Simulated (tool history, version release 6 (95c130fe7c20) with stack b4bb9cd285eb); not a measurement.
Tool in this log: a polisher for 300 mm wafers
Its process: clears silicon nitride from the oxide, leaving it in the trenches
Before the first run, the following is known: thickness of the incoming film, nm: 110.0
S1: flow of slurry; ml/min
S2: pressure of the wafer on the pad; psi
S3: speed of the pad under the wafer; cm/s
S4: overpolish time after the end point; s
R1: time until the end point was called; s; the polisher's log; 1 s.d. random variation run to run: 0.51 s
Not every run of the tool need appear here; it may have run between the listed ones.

run,hour,S1,S2,S3,S4,R1
1,0.0,155,3.4,124,50,78.545
2,8.7,155,4.2,124,50,64.189
3,15.3,155,4.2,102,50,75.919
4,22.7,155,4.2,74,50,99.431
5,24.0,155,5.0,74,50,84.974
6,26.1,155,5.0,86,50,74.915
7,31.2,160,5.1,94,50,66.942
8,38.2,170,5.1,98,50,63.381
9,45.3,180,5.1,100,50,61.804
10,48.8,185,5.1,104,50,60.016
11,53.0,185,5.1,108,50,57.872
12,58.8,185,5.1,110,50,57.293

What does the tool deliver on the next run?
13,63.1,185,5.1,112,50,?

{"run 13": {"R1": 56.01}}
